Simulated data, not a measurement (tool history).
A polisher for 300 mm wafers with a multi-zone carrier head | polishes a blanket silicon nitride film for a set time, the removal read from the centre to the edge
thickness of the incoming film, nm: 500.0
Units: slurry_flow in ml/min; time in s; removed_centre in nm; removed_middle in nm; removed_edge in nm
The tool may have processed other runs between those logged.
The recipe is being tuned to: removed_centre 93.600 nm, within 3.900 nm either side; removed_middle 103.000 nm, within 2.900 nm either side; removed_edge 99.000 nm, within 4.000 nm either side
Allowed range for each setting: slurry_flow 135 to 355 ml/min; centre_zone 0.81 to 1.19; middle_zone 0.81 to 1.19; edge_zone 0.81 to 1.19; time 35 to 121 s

run  hour  slurry_flow  centre_zone  middle_zone  edge_zone  time  removed_centre  removed_middle  removed_edge
  1   0.0          225         1.00         1.00       1.00    78         174.700         176.120       176.340
  2   5.1          195         1.00         1.00       1.00    78         171.000         172.010       175.680
  3  12.5          205         0.98         0.99       0.97    69         148.590         151.750       151.380
  4  14.4          205         0.90         0.99       0.97    69         137.500         151.650       154.540
  5  17.5          205         0.90         0.99       0.97    78         152.690         171.800       169.900
  6  21.8          210         0.89         0.98       0.94    70         138.220         152.750       151.220
  7  24.3          210         0.88         0.97       0.91    64         126.000         139.280       136.750
  8  32.9          195         0.85         0.94       0.81    42          76.172          87.199        85.747
  9  35.4          260         0.91         0.99       0.91    41          83.796          92.808        90.550
 10  38.4          260         0.92         1.01       0.93    41          86.534          94.388        90.948
 11  46.1          260         0.92         1.02       0.95    41          84.850          95.433        90.810

Below are 4 possible settings for the next run. Only one of them brings all results inside the allowed miss of their targets. Which is it?
  A  53.8          235         0.98         1.08       0.89    43               ?               ?             ?
  B  53.8          210         0.82         1.09       0.98    40               ?               ?             ?
  C  53.8          250         0.96         1.04       0.96    40               ?               ?             ?
  D  53.8          235         0.89         0.97       0.85    47               ?               ?             ?

move  removed_centre  removed_middle  removed_edge
   A          95.475         103.960        92.907
   B          72.884          95.974        89.306
   C          87.740          94.398        90.106
   D          94.624         103.800        99.605
A: gets the furthest-off result to its target, but another result is out of tolerance
B: moves away from the targets compared with the last run
C: moves away from the targets compared with the last run
D: hits every target within its allowed miss
D meets every target.
